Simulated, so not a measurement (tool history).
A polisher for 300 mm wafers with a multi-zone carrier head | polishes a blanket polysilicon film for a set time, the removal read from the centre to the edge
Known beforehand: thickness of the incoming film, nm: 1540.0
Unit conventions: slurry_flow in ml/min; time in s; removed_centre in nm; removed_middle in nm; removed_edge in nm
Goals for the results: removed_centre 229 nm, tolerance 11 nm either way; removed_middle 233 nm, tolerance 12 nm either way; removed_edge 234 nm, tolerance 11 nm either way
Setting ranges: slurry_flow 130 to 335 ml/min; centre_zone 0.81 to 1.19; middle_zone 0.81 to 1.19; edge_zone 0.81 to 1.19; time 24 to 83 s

run 1 hour=0 | slurry_flow=215 centre_zone=1 middle_zone=1 edge_zone=1 time=53 | removed_centre=335.09 removed_middle=338.61 removed_edge=328.39
run 2 hour=0.9 | slurry_flow=215 centre_zone=0.99 middle_zone=0.99 edge_zone=0.99 time=51 | removed_centre=323.66 removed_middle=320.44 removed_edge=328.81
run 3 hour=4 | slurry_flow=215 centre_zone=0.99 middle_zone=1 edge_zone=0.99 time=49 | removed_centre=313.05 removed_middle=312.82 removed_edge=302.6
run 4 hour=12.9 | slurry_flow=215 centre_zone=0.98 middle_zone=1 edge_zone=0.99 time=47 | removed_centre=291.81 removed_middle=298.28 removed_edge=295.33
run 5 hour=16.9 | slurry_flow=215 centre_zone=0.95 middle_zone=1 edge_zone=0.99 time=47 | removed_centre=282.19 removed_middle=303.1 removed_edge=298.06
run 6 hour=23.9 | slurry_flow=215 centre_zone=0.95 middle_zone=1 edge_zone=0.99 time=45 | removed_centre=272.51 removed_middle=285.62 removed_edge=285.69
run 7 hour=29.1 | slurry_flow=215 centre_zone=0.95 middle_zone=1 edge_zone=0.99 time=44 | removed_centre=260.72 removed_middle=271.03 removed_edge=275.17
run 8 hour=31.5 | slurry_flow=215 centre_zone=0.95 middle_zone=1 edge_zone=0.98 time=43 | removed_centre=265.49 removed_middle=274.62 removed_edge=271.21
run 9 hour=33.1 | slurry_flow=215 centre_zone=0.95 middle_zone=1 edge_zone=0.98 time=42 | removed_centre=259.92 removed_middle=267.26 removed_edge=261.49
run 10 hour=38.7 | slurry_flow=215 centre_zone=0.95 middle_zone=1 edge_zone=0.98 time=42 | removed_centre=255.71 removed_middle=266.05 removed_edge=268.21
run 11 hour=46.6 | slurry_flow=205 centre_zone=0.93 middle_zone=0.95 edge_zone=0.88 time=36 | removed_centre=214.53 removed_middle=217.18 removed_edge=215.87

Which of these 4 next moves meets every target?
run A hour=54.5 | slurry_flow=175 centre_zone=1.01 middle_zone=0.81 edge_zone=1.11 time=37 | removed_centre=? removed_middle=? removed_edge=?
run B hour=54.5 | slurry_flow=215 centre_zone=0.94 middle_zone=0.94 edge_zone=0.92 time=38 | removed_centre=? removed_middle=? removed_edge=?
run C hour=54.5 | slurry_flow=250 centre_zone=0.81 middle_zone=0.83 edge_zone=1.09 time=38 | removed_centre=? removed_middle=? removed_edge=?
run D hour=54.5 | slurry_flow=230 centre_zone=0.81 middle_zone=0.85 edge_zone=1.13 time=38 | removed_centre=? removed_middle=? removed_edge=?

move=A removed_centre=228.78 removed_middle=191.54 removed_edge=241.68
move=B removed_centre=227.34 removed_middle=229.19 removed_edge=232.03
move=C removed_centre=200 removed_middle=212.06 removed_edge=256.12
move=D removed_centre=197.63 removed_middle=213.71 removed_edge=258.65
A: puts the biggest miss on target and leaves a different result outside tolerance
B: every result lands within tolerance
C: carries the result that was furthest off beyond its target, to the other side
D: carries the result that was furthest off beyond its target, to the other side
So the answer is move B, the one that meets all the targets.
